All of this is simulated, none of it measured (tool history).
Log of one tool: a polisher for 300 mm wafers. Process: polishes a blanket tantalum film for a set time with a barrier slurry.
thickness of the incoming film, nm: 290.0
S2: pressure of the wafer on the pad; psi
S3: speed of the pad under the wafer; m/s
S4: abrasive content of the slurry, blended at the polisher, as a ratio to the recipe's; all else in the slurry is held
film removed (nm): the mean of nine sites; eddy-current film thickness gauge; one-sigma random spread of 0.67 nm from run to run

Run 1, hour 0: flow of slurry (ml/min) 305, S2 2.2 psi, S3 1.3 m/s, S4 1, polishing time (s) 32. Result: film removed (nm) 93.958.
Run 2, hour 5.1: flow of slurry (ml/min) 305, S2 2.1 psi, S3 1.3 m/s, S4 1, polishing time (s) 32. Result: film removed (nm) 89.125.
Run 3, hour 9.5: flow of slurry (ml/min) 305, S2 2.1 psi, S3 1.58 m/s, S4 1, polishing time (s) 32. Result: film removed (nm) 107.38.
Run 4, hour 14.3: flow of slurry (ml/min) 305, S2 2.3 psi, S3 1.58 m/s, S4 1, polishing time (s) 32. Result: film removed (nm) 117.69.
Run 5, hour 17.8: flow of slurry (ml/min) 305, S2 2.3 psi, S3 1.58 m/s, S4 1, polishing time (s) 32. Result: film removed (nm) 119.72.
Run 6, hour 26.5: flow of slurry (ml/min) 335, S2 2.3 psi, S3 1.58 m/s, S4 1, polishing time (s) 32. Result: film removed (nm) 121.29.
Run 7, hour 35.4: flow of slurry (ml/min) 335, S2 2.3 psi, S3 1.58 m/s, S4 1, polishing time (s) 32. Result: film removed (nm) 118.14.
Run 8, hour 43.4: flow of slurry (ml/min) 335, S2 2.1 psi, S3 1.58 m/s, S4 1, polishing time (s) 32. Result: film removed (nm) 109.5.
Run 9, hour 47.6: flow of slurry (ml/min) 330, S2 2 psi, S3 1.58 m/s, S4 1, polishing time (s) 32. Result: film removed (nm) 103.78.
Run 10, hour 48.9: flow of slurry (ml/min) 330, S2 1.9 psi, S3 1.58 m/s, S4 1, polishing time (s) 32. Result: film removed (nm) 98.746.
Run 11, hour 50.7: flow of slurry (ml/min) 330, S2 1.8 psi, S3 1.58 m/s, S4 1, polishing time (s) 32. Result: film removed (nm) 93.83.
Run 12, hour 55.8: flow of slurry (ml/min) 325, S2 1.3 psi, S3 1.58 m/s, S4 1, polishing time (s) 32. Result: film removed (nm) 68.914.
Run 13, hour 59.8: flow of slurry (ml/min) 330, S2 1.3 psi, S3 1.58 m/s, S4 1, polishing time (s) 32. Result: film removed (nm) 68.814.
Run 14, hour 61.3: flow of slurry (ml/min) 335, S2 1.3 psi, S3 1.58 m/s, S4 1, polishing time (s) 32. Result: film removed (nm) 68.17.
Run 15, hour 63: flow of slurry (ml/min) 335, S2 1.4 psi, S3 1.58 m/s, S4 1, polishing time (s) 32. Result: film removed (nm) 73.48.
Run 16, hour 71.1: flow of slurry (ml/min) 335, S2 1.5 psi, S3 1.58 m/s, S4 1, polishing time (s) 32. Result: film removed (nm) 79.358.
Run 17, hour 72: flow of slurry (ml/min) 330, S2 1.5 psi, S3 1.58 m/s, S4 1, polishing time (s) 32. Result: film removed (nm) 77.035.
Run 18, hour 76.9: flow of slurry (ml/min) 325, S2 1.5 psi, S3 1.58 m/s, S4 1, polishing time (s) 32. Result: film removed (nm) 77.712.
Run 19, hour 78.1: flow of slurry (ml/min) 325, S2 1.5 psi, S3 1.58 m/s, S4 1, polishing time (s) 32. Result: film removed (nm) 80.314.
Run 20, hour 83.3: flow of slurry (ml/min) 330, S2 1.5 psi, S3 1.58 m/s, S4 1, polishing time (s) 32. Result: film removed (nm) 78.828.
Run 21, hour 91.7: flow of slurry (ml/min) 325, S2 1.5 psi, S3 1.58 m/s, S4 1, polishing time (s) 32. Result: film removed (nm) 78.456.
Run 22, hour 94.7: flow of slurry (ml/min) 325, S2 1.4 psi, S3 1.58 m/s, S4 1, polishing time (s) 32. Result: film removed (nm) 73.986.
Run 23, hour 99.8: flow of slurry (ml/min) 325, S2 1.5 psi, S3 1.58 m/s, S4 1, polishing time (s) 32. Result: film removed (nm) 79.419.

Estimate the outcome of run 24 from the log above:
Run 24, hour 101.9: flow of slurry (ml/min) 325, S2 1.4 psi, S3 1.58 m/s, S4 1, polishing time (s) 32. Result: film removed (nm) ?.

For run 24 the tool returned film removed (nm) 73.223.

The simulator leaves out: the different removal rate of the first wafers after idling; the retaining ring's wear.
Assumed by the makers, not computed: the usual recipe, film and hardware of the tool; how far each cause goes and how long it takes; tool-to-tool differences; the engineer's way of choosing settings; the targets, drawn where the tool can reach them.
